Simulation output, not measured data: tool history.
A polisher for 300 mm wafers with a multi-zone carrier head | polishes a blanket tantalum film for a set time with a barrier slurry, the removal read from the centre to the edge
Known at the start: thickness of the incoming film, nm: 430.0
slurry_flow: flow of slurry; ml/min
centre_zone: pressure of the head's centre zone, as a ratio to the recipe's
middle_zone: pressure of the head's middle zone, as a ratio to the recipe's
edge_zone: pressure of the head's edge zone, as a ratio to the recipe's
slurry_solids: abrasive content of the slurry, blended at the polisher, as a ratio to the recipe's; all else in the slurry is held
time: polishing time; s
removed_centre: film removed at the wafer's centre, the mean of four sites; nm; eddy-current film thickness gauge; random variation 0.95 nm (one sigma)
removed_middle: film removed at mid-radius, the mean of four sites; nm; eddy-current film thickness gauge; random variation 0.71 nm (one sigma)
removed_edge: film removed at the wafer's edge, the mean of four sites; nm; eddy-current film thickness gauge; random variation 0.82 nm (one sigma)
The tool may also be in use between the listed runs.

{"run": 1, "hour": 0.0, "slurry_flow": 125, "centre_zone": 1.0, "middle_zone": 1.0, "edge_zone": 1.0, "slurry_solids": 1.0, "time": 47, "removed_centre": 92.544, "removed_middle": 90.057, "removed_edge": 88.122}
{"run": 2, "hour": 8.7, "slurry_flow": 145, "centre_zone": 1.0, "middle_zone": 1.0, "edge_zone": 1.0, "slurry_solids": 1.0, "time": 47, "removed_centre": 96.552, "removed_middle": 94.805, "removed_edge": 91.047}
{"run": 3, "hour": 15.3, "slurry_flow": 145, "centre_zone": 0.96, "middle_zone": 1.0, "edge_zone": 1.0, "slurry_solids": 1.0, "time": 47, "removed_centre": 90.094, "removed_middle": 93.856, "removed_edge": 90.9}
{"run": 4, "hour": 23.4, "slurry_flow": 145, "centre_zone": 0.96, "middle_zone": 1.04, "edge_zone": 1.0, "slurry_solids": 1.0, "time": 47, "removed_centre": 91.285, "removed_middle": 97.85, "removed_edge": 92.461}
{"run": 5, "hour": 29.7, "slurry_flow": 145, "centre_zone": 0.96, "middle_zone": 1.04, "edge_zone": 1.0, "slurry_solids": 0.9, "time": 47, "removed_centre": 84.685, "removed_middle": 92.048, "removed_edge": 85.983}
{"run": 6, "hour": 30.8, "slurry_flow": 145, "centre_zone": 0.96, "middle_zone": 1.0, "edge_zone": 1.0, "slurry_solids": 0.9, "time": 47, "removed_centre": 85.19, "removed_middle": 87.306, "removed_edge": 87.434}
{"run": 7, "hour": 37.4, "slurry_flow": 140, "centre_zone": 0.97, "middle_zone": 1.0, "edge_zone": 0.98, "slurry_solids": 0.9, "time": 47, "removed_centre": 85.302, "removed_middle": 88.205, "removed_edge": 85.048}
{"run": 8, "hour": 38.3, "slurry_flow": 135, "centre_zone": 0.98, "middle_zone": 0.99, "edge_zone": 0.97, "slurry_solids": 0.9, "time": 47, "removed_centre": 85.848, "removed_middle": 86.762, "removed_edge": 85.242}
{"run": 9, "hour": 42.3, "slurry_flow": 130, "centre_zone": 0.99, "middle_zone": 0.99, "edge_zone": 0.96, "slurry_solids": 0.9, "time": 47, "removed_centre": 86.277, "removed_middle": 86.482, "removed_edge": 82.88}
{"run": 10, "hour": 43.0, "slurry_flow": 125, "centre_zone": 0.99, "middle_zone": 0.99, "edge_zone": 0.95, "slurry_solids": 0.9, "time": 47, "removed_centre": 87.99, "removed_middle": 84.942, "removed_edge": 82.945}
{"run": 11, "hour": 49.8, "slurry_flow": 120, "centre_zone": 0.99, "middle_zone": 0.99, "edge_zone": 0.94, "slurry_solids": 0.9, "time": 47, "removed_centre": 85.075, "removed_middle": 83.69, "removed_edge": 81.637}
{"run": 12, "hour": 54.6, "slurry_flow": 115, "centre_zone": 0.99, "middle_zone": 0.99, "edge_zone": 0.93, "slurry_solids": 0.9, "time": 47, "removed_centre": 83.865, "removed_middle": 84.274, "removed_edge": 80.244}
{"run": 13, "hour": 55.2, "slurry_flow": 110, "centre_zone": 0.99, "middle_zone": 0.99, "edge_zone": 0.92, "slurry_solids": 0.9, "time": 47, "removed_centre": 82.327, "removed_middle": 82.172, "removed_edge": 79.836}

Forecast run 14:
{"run": 14, "hour": 63.7, "slurry_flow": 110, "centre_zone": 0.99, "middle_zone": 0.99, "edge_zone": 0.91, "slurry_solids": 0.9, "time": 47, "removed_centre": "?", "removed_middle": "?", "removed_edge": "?"}

{"run 14": {"removed_centre": 81.157, "removed_middle": 82.838, "removed_edge": 78.292}}
